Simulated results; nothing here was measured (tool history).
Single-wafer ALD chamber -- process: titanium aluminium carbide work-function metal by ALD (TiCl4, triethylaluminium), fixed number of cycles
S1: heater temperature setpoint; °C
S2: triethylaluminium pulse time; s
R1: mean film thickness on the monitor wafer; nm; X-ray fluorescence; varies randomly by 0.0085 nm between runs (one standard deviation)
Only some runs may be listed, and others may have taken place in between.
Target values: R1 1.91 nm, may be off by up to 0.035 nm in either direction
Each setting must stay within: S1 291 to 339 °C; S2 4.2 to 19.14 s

run 1 day=0 | S1=315 S2=11.67 | R1=2.0441
run 2 day=0.35 | S1=319 S2=11.67 | R1=2.0827
run 3 day=0.392 | S1=319 S2=13.38 | R1=2.1141
run 4 day=0.754 | S1=316 S2=12.96 | R1=2.0666
run 5 day=1.096 | S1=313 S2=12.71 | R1=2.0379
run 6 day=1.121 | S1=313 S2=11.57 | R1=2.0334
run 7 day=1.175 | S1=311 S2=11.29 | R1=2.0089
run 8 day=1.35 | S1=311 S2=11.29 | R1=2.0064
run 9 day=1.675 | S1=311 S2=11.29 | R1=2.0163
run 10 day=2 | S1=309 S2=11.03 | R1=2.0019
run 11 day=2.058 | S1=309 S2=11.03 | R1=1.9887

4 candidate next runs follow, results not yet known. Just one meets every target within its allowed miss. Identify it.
run A day=2.117 | S1=313 S2=11.1 | R1=?
run B day=2.117 | S1=296 S2=8.48 | R1=?
run C day=2.117 | S1=301 S2=9.81 | R1=?
run D day=2.117 | S1=294 S2=10.4 | R1=?

move=A R1=2.0167
move=B R1=1.8335
move=C R1=1.8962
move=D R1=1.8416
A: misses by more than the last run did
B: carries the result that was furthest off beyond its target, to the other side
C: meets every target
D: carries the result that was furthest off beyond its target, to the other side
C meets every target.
